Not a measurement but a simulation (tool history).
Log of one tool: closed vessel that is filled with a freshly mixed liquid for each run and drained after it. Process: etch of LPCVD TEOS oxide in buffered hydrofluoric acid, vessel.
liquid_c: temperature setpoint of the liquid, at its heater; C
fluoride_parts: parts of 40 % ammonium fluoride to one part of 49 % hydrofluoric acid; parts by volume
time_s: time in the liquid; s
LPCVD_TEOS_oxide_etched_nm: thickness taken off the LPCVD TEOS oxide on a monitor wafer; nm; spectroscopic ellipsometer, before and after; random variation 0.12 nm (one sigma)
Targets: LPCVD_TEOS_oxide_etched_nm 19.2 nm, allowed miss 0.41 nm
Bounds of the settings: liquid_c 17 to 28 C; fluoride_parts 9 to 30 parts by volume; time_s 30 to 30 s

run	hour	liquid_c	fluoride_parts	time_s	LPCVD_TEOS_oxide_etched_nm
1	0	20	24	30	24.812
2	5.6	19	25	30	23.325
3	12.3	18.5	26.5	30	21.601
4	20.9	18.5	20	30	26.299
5	22.8	18	22.5	30	23.879
6	28.1	17.5	24.5	30	21.696
# hour 30.7: thermometer replaced
7	30.7	17	28	30	17.414
8	33.1	17.5	28	30	17.99
9	40.6	18	28	30	18.275

Which of these 4 next moves meets every target?
A	48.1	19.5	30	30	?
B	48.1	17	26	30	?
C	48.1	17	30	30	?
D	48.1	17	29.5	30	?

move	LPCVD_TEOS_oxide_etched_nm
A	19.341
B	18.522
C	16.772
D	16.969
A: meets every target
B: nearer than the last run, and not there yet
C: further off than the last run
D: further off than the last run
Move A is the one to make.
